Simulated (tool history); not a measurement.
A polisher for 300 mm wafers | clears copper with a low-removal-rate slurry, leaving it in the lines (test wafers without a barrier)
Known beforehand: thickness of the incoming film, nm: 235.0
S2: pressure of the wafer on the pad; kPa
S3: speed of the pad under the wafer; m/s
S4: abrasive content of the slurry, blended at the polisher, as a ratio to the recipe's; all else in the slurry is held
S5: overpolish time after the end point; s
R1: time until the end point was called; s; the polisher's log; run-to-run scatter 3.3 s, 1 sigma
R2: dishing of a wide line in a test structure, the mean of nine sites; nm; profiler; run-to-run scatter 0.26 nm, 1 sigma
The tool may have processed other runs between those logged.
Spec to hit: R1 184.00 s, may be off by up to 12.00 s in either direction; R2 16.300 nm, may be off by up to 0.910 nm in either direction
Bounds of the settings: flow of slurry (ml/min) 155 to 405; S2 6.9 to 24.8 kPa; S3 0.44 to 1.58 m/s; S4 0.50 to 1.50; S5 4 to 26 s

run 1 hour=0.0 | flow_of_slurry_(ml/min)=260 S2=15.9 S3=1.00 S4=1.00 S5=13 | R1=108.38 R2=20.003
run 2 hour=2.3 | flow_of_slurry_(ml/min)=260 S2=14.5 S3=1.00 S4=1.00 S5=14 | R1=122.15 R2=18.917
run 3 hour=7.0 | flow_of_slurry_(ml/min)=230 S2=14.5 S3=1.00 S4=1.00 S5=14 | R1=120.41 R2=19.342
run 4 hour=9.9 | flow_of_slurry_(ml/min)=230 S2=13.8 S3=1.00 S4=1.00 S5=15 | R1=128.86 R2=19.143
run 5 hour=12.9 | flow_of_slurry_(ml/min)=230 S2=13.1 S3=1.00 S4=1.00 S5=16 | R1=135.91 R2=19.936
run 6 hour=17.2 | flow_of_slurry_(ml/min)=230 S2=13.1 S3=1.00 S4=1.00 S5=11 | R1=135.66 R2=13.731
run 7 hour=20.3 | flow_of_slurry_(ml/min)=230 S2=13.1 S3=1.00 S4=1.00 S5=11 | R1=133.94 R2=14.033
run 8 hour=27.5 | flow_of_slurry_(ml/min)=230 S2=12.4 S3=1.00 S4=1.00 S5=12 | R1=139.26 R2=14.160
run 9 hour=36.4 | flow_of_slurry_(ml/min)=230 S2=11.7 S3=0.98 S4=1.00 S5=13 | R1=147.53 R2=14.400
run 10 hour=40.5 | flow_of_slurry_(ml/min)=230 S2=7.6 S3=0.96 S4=1.00 S5=19 | R1=230.36 R2=13.248
run 11 hour=43.1 | flow_of_slurry_(ml/min)=230 S2=8.3 S3=0.96 S4=1.00 S5=19 | R1=210.22 R2=14.864
run 12 hour=44.4 | flow_of_slurry_(ml/min)=230 S2=9.0 S3=0.96 S4=1.00 S5=19 | R1=198.95 R2=15.557

Next run, 5 choices. One meets every target within its allowed miss, the rest don't. Which?
run A hour=45.7 | flow_of_slurry_(ml/min)=190 S2=10.3 S3=0.96 S4=0.85 S5=18 | R1=? R2=?
run B hour=45.7 | flow_of_slurry_(ml/min)=270 S2=10.3 S3=1.04 S4=0.90 S5=18 | R1=? R2=?
run C hour=45.7 | flow_of_slurry_(ml/min)=225 S2=6.9 S3=1.50 S4=0.70 S5=17 | R1=? R2=?
run D hour=45.7 | flow_of_slurry_(ml/min)=170 S2=9.0 S3=1.20 S4=1.30 S5=14 | R1=? R2=?
run E hour=45.7 | flow_of_slurry_(ml/min)=210 S2=11.0 S3=0.94 S4=1.10 S5=14 | R1=? R2=?

move=A R1=185.34 R2=16.007
move=B R1=163.04 R2=17.990
move=C R1=186.20 R2=14.858
move=D R1=155.69 R2=14.828
move=E R1=163.23 R2=14.310
A: meets every target
B: takes the result that was furthest off past its target
C: puts the biggest miss on target and leaves a different result outside tolerance
D: takes the result that was furthest off past its target
E: takes the result that was furthest off past its target
The move that meets every target is A.

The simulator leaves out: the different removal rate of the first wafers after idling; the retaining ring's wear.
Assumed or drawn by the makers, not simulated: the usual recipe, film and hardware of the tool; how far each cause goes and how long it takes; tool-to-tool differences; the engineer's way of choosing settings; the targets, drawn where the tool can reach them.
